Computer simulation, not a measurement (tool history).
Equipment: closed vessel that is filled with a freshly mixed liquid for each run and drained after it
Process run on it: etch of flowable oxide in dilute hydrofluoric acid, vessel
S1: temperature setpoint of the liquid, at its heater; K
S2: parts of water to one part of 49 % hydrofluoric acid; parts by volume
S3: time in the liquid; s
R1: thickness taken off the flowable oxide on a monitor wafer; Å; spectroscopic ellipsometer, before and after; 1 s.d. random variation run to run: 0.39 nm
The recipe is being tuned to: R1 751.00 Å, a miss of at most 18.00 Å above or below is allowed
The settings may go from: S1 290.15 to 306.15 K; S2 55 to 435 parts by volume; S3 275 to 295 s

Run 1, hour 0.0: S1 298.15 K, S2 245 parts by volume, S3 275 s. Result: R1 383.63 Å.
Run 2, hour 1.4: S1 300.15 K, S2 220 parts by volume, S3 275 s. Result: R1 466.36 Å.
Run 3, hour 3.9: S1 300.15 K, S2 220 parts by volume, S3 275 s. Result: R1 462.98 Å.
Run 4, hour 10.5: S1 300.15 K, S2 220 parts by volume, S3 275 s. Result: R1 471.72 Å.
Run 5, hour 13.3: S1 301.65 K, S2 205 parts by volume, S3 275 s. Result: R1 539.67 Å.
Run 6, hour 19.2: S1 301.65 K, S2 245 parts by volume, S3 275 s. Result: R1 426.13 Å.
Run 7, hour 21.7: S1 302.65 K, S2 220 parts by volume, S3 275 s. Result: R1 507.31 Å.
Run 8, hour 29.0: S1 303.65 K, S2 205 parts by volume, S3 275 s. Result: R1 577.61 Å.
Run 9, hour 35.3: S1 304.15 K, S2 195 parts by volume, S3 275 s. Result: R1 621.81 Å.
Run 10, hour 43.6: S1 306.15 K, S2 165 parts by volume, S3 275 s. Result: R1 822.19 Å.
Run 11, hour 47.8: S1 305.65 K, S2 165 parts by volume, S3 275 s. Result: R1 808.74 Å.
Run 12, hour 48.8: S1 305.15 K, S2 165 parts by volume, S3 275 s. Result: R1 794.50 Å.

Pick the move, out of 5, that brings all results within their allowed miss; only one does.
Run A, hour 49.8: S1 303.15 K, S2 165 parts by volume, S3 275 s. Result: R1 ?.
Run B, hour 49.8: S1 306.15 K, S2 180 parts by volume, S3 295 s. Result: R1 ?.
Run C, hour 49.8: S1 301.15 K, S2 155 parts by volume, S3 290 s. Result: R1 ?.
Run D, hour 49.8: S1 301.65 K, S2 145 parts by volume, S3 280 s. Result: R1 ?.
Run E, hour 49.8: S1 306.15 K, S2 165 parts by volume, S3 280 s. Result: R1 ?.

move      R1
   A  739.58
   B  788.39
   C  784.25
   D  835.63
   E  834.75
A: every result lands within tolerance
B: better than the last run, though not everything is in spec
C: better than the last run, though not everything is in spec
D: further off than the last run
E: further off than the last run
Correct choice: A, which meets every target
